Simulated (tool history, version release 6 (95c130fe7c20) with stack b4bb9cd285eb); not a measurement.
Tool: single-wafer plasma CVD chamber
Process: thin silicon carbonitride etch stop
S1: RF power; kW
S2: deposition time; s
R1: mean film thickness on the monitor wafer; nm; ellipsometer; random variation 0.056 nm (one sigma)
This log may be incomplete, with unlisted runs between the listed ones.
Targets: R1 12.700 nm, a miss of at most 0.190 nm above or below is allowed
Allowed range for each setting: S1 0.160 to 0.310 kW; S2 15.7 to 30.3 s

run  hour     S1    S2      R1
  1   0.0  0.235  23.0  13.405
  2   3.6  0.235  24.4  14.350
  3   6.7  0.230  24.3  14.212
  4  12.7  0.230  25.6  14.814
  5  17.3  0.225  25.4  14.494
  6  18.9  0.235  25.4  14.909
  7  27.0  0.230  25.3  14.518
  8  33.7  0.190  24.7  13.209
  9  37.6  0.190  24.7  13.001
 10  40.6  0.185  24.7  12.903

Exactly one of the 5 candidate moves below puts every result within its allowed miss. Which one?
  A  43.6  0.195  24.4   ?
  B  43.6  0.210  22.8   ?
  C  43.6  0.235  23.3   ?
  D  43.6  0.170  26.3   ?
  E  43.6  0.205  24.4   ?

move      R1
   A  13.070
   B  12.641
   C  13.578
   D  13.164
   E  13.379
A: misses by more than the last run did
B: every result lands within tolerance
C: misses by more than the last run did
D: misses by more than the last run did
E: misses by more than the last run did
So the answer is move B, the one that meets all the targets.
